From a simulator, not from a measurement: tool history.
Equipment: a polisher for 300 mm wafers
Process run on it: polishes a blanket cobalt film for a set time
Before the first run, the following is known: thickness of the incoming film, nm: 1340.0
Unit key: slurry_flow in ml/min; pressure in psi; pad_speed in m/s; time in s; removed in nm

run	day	slurry_flow	pressure	pad_speed	time	removed
1	0.000	270	1.9	1.02	117	648.88
2	0.183	235	1.9	1.02	117	625.99
3	0.275	250	2.0	1.02	117	655.10
4	0.396	265	2.2	1.02	117	716.33
5	0.529	265	2.0	1.02	117	659.72
6	0.662	265	2.0	1.02	117	671.10
7	0.896	280	2.2	1.02	117	714.13
8	1.038	280	2.3	1.04	117	775.54
9	1.412	285	2.4	1.04	117	799.95
10	1.508	285	2.4	1.04	117	794.96
11	1.667	285	2.5	1.06	117	832.59

What does the tool deliver on the next run?
12	1.862	290	2.6	1.08	117	?

Logged for run 12: removed 883.27 nm.
